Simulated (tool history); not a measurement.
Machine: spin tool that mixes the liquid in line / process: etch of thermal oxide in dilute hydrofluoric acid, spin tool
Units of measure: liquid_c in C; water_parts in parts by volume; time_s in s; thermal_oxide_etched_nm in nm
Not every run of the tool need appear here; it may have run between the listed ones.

Run 1, hour 0.0: liquid_c 25.0 C, water_parts 205 parts by volume, time_s 85 s. Result: thermal_oxide_etched_nm 1.9382 nm.
Run 2, hour 4.0: liquid_c 23.0 C, water_parts 205 parts by volume, time_s 85 s. Result: thermal_oxide_etched_nm 1.8402 nm.
Run 3, hour 6.9: liquid_c 24.0 C, water_parts 200 parts by volume, time_s 85 s. Result: thermal_oxide_etched_nm 1.9562 nm.
Run 4, hour 15.4: liquid_c 26.0 C, water_parts 200 parts by volume, time_s 85 s. Result: thermal_oxide_etched_nm 2.1166 nm.
Run 5, hour 20.9: liquid_c 27.0 C, water_parts 195 parts by volume, time_s 85 s. Result: thermal_oxide_etched_nm 2.2388 nm.
Run 6, hour 22.9: liquid_c 28.0 C, water_parts 190 parts by volume, time_s 85 s. Result: thermal_oxide_etched_nm 2.4168 nm.
Run 7, hour 26.8: liquid_c 28.5 C, water_parts 190 parts by volume, time_s 85 s. Result: thermal_oxide_etched_nm 2.4439 nm.

For run 8, what comes out?
Run 8, hour 29.3: liquid_c 29.0 C, water_parts 185 parts by volume, time_s 85 s. Result: thermal_oxide_etched_nm ?.

thermal_oxide_etched_nm: 2.5822 nm
